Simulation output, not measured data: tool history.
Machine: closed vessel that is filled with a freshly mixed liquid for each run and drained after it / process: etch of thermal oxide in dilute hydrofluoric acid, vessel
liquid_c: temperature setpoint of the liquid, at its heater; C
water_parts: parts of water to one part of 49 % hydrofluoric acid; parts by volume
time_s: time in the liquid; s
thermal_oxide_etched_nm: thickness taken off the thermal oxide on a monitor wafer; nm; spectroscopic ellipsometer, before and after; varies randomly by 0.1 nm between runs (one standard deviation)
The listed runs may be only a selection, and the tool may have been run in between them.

Run 1, hour 0: liquid_c 23 C, water_parts 160 parts by volume, time_s 250 s. Result: thermal_oxide_etched_nm 6.6369 nm.
Run 2, hour 1.7: liquid_c 24 C, water_parts 155 parts by volume, time_s 250 s. Result: thermal_oxide_etched_nm 7.1211 nm.
Run 3, hour 10.3: liquid_c 24 C, water_parts 125 parts by volume, time_s 250 s. Result: thermal_oxide_etched_nm 9.1615 nm.
Run 4, hour 16.1: liquid_c 24.5 C, water_parts 125 parts by volume, time_s 250 s. Result: thermal_oxide_etched_nm 9.3165 nm.
Run 5, hour 19.6: liquid_c 25 C, water_parts 125 parts by volume, time_s 250 s. Result: thermal_oxide_etched_nm 9.412 nm.
Run 6, hour 20.4: liquid_c 23 C, water_parts 125 parts by volume, time_s 250 s. Result: thermal_oxide_etched_nm 8.6929 nm.

Run 7 is up next; what results do you expect?
Run 7, hour 21.4: liquid_c 23.5 C, water_parts 125 parts by volume, time_s 250 s. Result: thermal_oxide_etched_nm ?.

thermal_oxide_etched_nm: 8.919 nm
